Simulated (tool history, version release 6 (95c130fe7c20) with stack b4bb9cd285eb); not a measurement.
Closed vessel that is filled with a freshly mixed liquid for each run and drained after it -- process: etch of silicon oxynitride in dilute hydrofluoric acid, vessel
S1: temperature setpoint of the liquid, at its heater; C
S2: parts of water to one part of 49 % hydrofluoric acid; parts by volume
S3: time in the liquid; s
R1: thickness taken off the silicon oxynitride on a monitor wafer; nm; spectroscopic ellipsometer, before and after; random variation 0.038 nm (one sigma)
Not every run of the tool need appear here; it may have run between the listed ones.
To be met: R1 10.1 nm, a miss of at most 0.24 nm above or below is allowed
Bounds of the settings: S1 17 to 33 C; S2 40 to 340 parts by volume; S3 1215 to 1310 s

run	hour	S1	S2	S3	R1
1	0	25	190	1215	11.188
2	2	27.5	190	1215	12.673
3	4.3	27.5	190	1215	12.579
4	7.7	30	190	1215	13.967
5	14.8	30	155	1215	17.596
6	23.3	30	115	1215	24.874
7	26.8	26	170	1215	13.396
8	33.1	25	170	1215	12.772
9	36.5	24	170	1215	12.245
10	41.8	23.5	170	1215	11.92
11	45	23	170	1215	11.679
12	46.8	22.5	170	1215	11.448
13	53.3	22	170	1215	11.146
14	57.6	21.5	170	1215	10.872

Which one of the following 4 next-run settings gets every result inside its allowed miss? There is exactly one.
A	61.9	22	210	1290	?
B	61.9	22.5	195	1245	?
C	61.9	21.5	190	1215	?
D	61.9	20.5	180	1215	?

move	R1
A	9.2976
B	9.9903
C	9.593
D	9.7341
A: moves the result that the last run missed by most past its target, out the other side
B: each result inside its tolerance
C: moves the result that the last run missed by most past its target, out the other side
D: moves the result that the last run missed by most past its target, out the other side
B meets every target.
